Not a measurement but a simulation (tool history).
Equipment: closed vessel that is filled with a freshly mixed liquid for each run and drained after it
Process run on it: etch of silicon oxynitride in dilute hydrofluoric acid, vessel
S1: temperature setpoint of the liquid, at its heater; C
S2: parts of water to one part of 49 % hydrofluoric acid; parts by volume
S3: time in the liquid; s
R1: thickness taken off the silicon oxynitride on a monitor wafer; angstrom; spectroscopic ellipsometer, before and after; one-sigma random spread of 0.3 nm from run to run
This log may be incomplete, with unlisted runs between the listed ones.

run,hour,S1,S2,S3,R1
1,0,25,170,2320,642.43
2,0.9,28.5,170,2320,739.54
3,8.8,30.5,170,2320,823.61
4,14.9,29,170,2320,766.13
5,19.5,29,170,2485,819.36
6,21.8,29,200,2485,681.92
7,28.3,28,200,2485,648.09
8,36.2,27,200,2485,625.27
9,42.3,26,200,2485,591.37
10,46,22,205,2485,486.38

Run 11 is up next; what results do you expect?
11,47.6,21.5,205,2485,?

R1: 467.47 angstrom

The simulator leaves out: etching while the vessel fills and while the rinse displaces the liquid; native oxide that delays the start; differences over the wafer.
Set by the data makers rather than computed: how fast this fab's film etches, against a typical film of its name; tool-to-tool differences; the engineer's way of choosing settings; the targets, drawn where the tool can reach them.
